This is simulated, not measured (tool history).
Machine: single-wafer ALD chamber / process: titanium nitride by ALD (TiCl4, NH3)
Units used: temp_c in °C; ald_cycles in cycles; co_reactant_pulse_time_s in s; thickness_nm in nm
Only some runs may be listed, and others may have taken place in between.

run  hour  temp_c  ald_cycles  co_reactant_pulse_time_s  thickness_nm
  1     0     395          31                      1.85        0.6928
  2     7     399          31                      1.85       0.69411
  3  15.9     399          31                      1.46       0.67926
  4  22.2     407          31                      1.46       0.69112
  5  29.2     417          31                      1.46       0.68654
  6  33.7     417          31                      1.46       0.69646

The next listed run, before its measurement:
  7    38     416          31                      1.37             ?

thickness_nm: 0.69053 nm
